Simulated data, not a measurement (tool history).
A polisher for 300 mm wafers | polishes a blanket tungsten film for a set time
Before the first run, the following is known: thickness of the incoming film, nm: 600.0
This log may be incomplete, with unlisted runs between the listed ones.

run  hour  flow of slurry (ml/min)  pressure of the wafer on the pad (kPa)  speed of the pad under the wafer (cm/s)  abrasive content of the slurry  polishing time (s)  film removed (Å)
  1   0.0                      180                                    24.8                                      104                             1.0                  31            1436.0
  2   1.9                      180                                    24.1                                      104                             1.0                  31            1394.2
  3  10.9                      180                                    26.2                                      104                             1.0                  31            1510.5
  4  17.2                      180                                    25.5                                      104                             1.0                  31            1486.2
  5  20.6                      180                                    24.8                                      104                             1.0                  31            1427.5
  6  26.1                      180                                    24.1                                      104                             1.0                  31            1399.9
  7  33.7                      180                                    23.4                                      104                             1.0                  31            1344.1
  8  41.7                      180                                    23.4                                      104                             1.0                  31            1374.0

Run 9 comes next. What will it give?
  9  44.1                      180                                    22.8                                      104                             1.0                  31                 ?

{"run 9": {"film removed (Å)": 1318.1}}
